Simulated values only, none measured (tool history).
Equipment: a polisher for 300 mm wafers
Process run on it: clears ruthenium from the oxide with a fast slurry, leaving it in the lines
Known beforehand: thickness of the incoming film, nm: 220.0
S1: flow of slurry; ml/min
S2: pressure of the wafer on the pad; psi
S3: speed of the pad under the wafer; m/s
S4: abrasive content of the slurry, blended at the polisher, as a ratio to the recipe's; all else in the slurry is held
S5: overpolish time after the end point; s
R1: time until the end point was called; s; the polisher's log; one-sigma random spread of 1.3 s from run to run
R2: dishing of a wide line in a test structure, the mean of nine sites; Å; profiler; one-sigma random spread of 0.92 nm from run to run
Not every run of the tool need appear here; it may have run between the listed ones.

run	hour	S1	S2	S3	S4	S5	R1	R2
1	0	310	3.5	1.12	1	24	32.298	683.12
2	8.4	310	3.1	1.04	1	20	40.999	570.84
3	9.3	310	3.1	0.94	1	20	46.249	580.69
4	17	310	3.9	0.94	1	20	36.469	644.55
5	19.2	310	3.4	0.96	1	17	39.866	557.22
6	26.7	345	3.4	0.96	1	17	39.327	548.55
7	30.6	340	3	0.96	1	15	45.363	466.96
8	31.9	335	2.7	0.96	1	15	51.014	455.05

What does the tool deliver on the next run?
9	40.4	335	2.5	0.96	1	14	?	?

Logged for run 9: R1 53.773 s, R2 399.68 Å.

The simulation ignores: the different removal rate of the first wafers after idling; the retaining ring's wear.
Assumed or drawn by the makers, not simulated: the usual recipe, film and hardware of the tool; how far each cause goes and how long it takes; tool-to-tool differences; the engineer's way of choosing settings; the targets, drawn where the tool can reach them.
